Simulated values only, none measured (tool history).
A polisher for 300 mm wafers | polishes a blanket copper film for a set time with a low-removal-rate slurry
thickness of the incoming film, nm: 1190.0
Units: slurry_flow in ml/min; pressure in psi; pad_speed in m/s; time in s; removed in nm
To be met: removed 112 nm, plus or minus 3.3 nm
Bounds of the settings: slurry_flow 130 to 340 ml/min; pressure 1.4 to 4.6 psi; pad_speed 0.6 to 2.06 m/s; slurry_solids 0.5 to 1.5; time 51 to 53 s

run 1 hour=0 | slurry_flow=220 pressure=3 pad_speed=1.32 slurry_solids=1 time=51 | removed=192.49
run 2 hour=5.7 | slurry_flow=220 pressure=2.6 pad_speed=1.32 slurry_solids=1 time=51 | removed=175.89
run 3 hour=13.6 | slurry_flow=220 pressure=2.6 pad_speed=1.32 slurry_solids=1 time=51 | removed=176.47
run 4 hour=15.2 | slurry_flow=215 pressure=2.3 pad_speed=1.28 slurry_solids=1 time=51 | removed=158.5
run 5 hour=23 | slurry_flow=215 pressure=2.3 pad_speed=1.46 slurry_solids=1 time=51 | removed=177.93
run 6 hour=29.6 | slurry_flow=215 pressure=2.1 pad_speed=1.38 slurry_solids=1 time=51 | removed=159.86
run 7 hour=30.2 | slurry_flow=215 pressure=1.9 pad_speed=1.32 slurry_solids=1 time=51 | removed=148.6
run 8 hour=33.8 | slurry_flow=210 pressure=1.8 pad_speed=1.26 slurry_solids=1 time=51 | removed=136.98
run 9 hour=42.5 | slurry_flow=205 pressure=1.7 pad_speed=1.22 slurry_solids=1 time=51 | removed=129.88
run 10 hour=49.1 | slurry_flow=205 pressure=1.6 pad_speed=1.2 slurry_solids=1 time=51 | removed=123.4
run 11 hour=53.4 | slurry_flow=200 pressure=1.6 pad_speed=1.18 slurry_solids=1 time=51 | removed=121.53
run 12 hour=62.3 | slurry_flow=195 pressure=1.6 pad_speed=1.18 slurry_solids=1 time=51 | removed=122.38
run 13 hour=65.8 | slurry_flow=195 pressure=1.6 pad_speed=1.16 slurry_solids=1 time=51 | removed=120.54

Which one of the following 5 next-run settings gets every result inside its allowed miss? There is exactly one.
run A hour=69.3 | slurry_flow=165 pressure=1.5 pad_speed=1.16 slurry_solids=0.85 time=53 | removed=?
run B hour=69.3 | slurry_flow=245 pressure=1.7 pad_speed=1.16 slurry_solids=1.05 time=53 | removed=?
run C hour=69.3 | slurry_flow=135 pressure=1.4 pad_speed=1.16 slurry_solids=1.2 time=51 | removed=?
run D hour=69.3 | slurry_flow=185 pressure=1.5 pad_speed=1.14 slurry_solids=1.1 time=52 | removed=?
run E hour=69.3 | slurry_flow=130 pressure=1.4 pad_speed=1.3 slurry_solids=0.8 time=53 | removed=?

move=A removed=116.65
move=B removed=132.43
move=C removed=112.25
move=D removed=118.68
move=E removed=119.81
A: better than the last run, though not everything is in spec
B: further off than the last run
C: hits every target within its allowed miss
D: better than the last run, though not everything is in spec
E: better than the last run, though not everything is in spec
Go with C: it meets all targets.
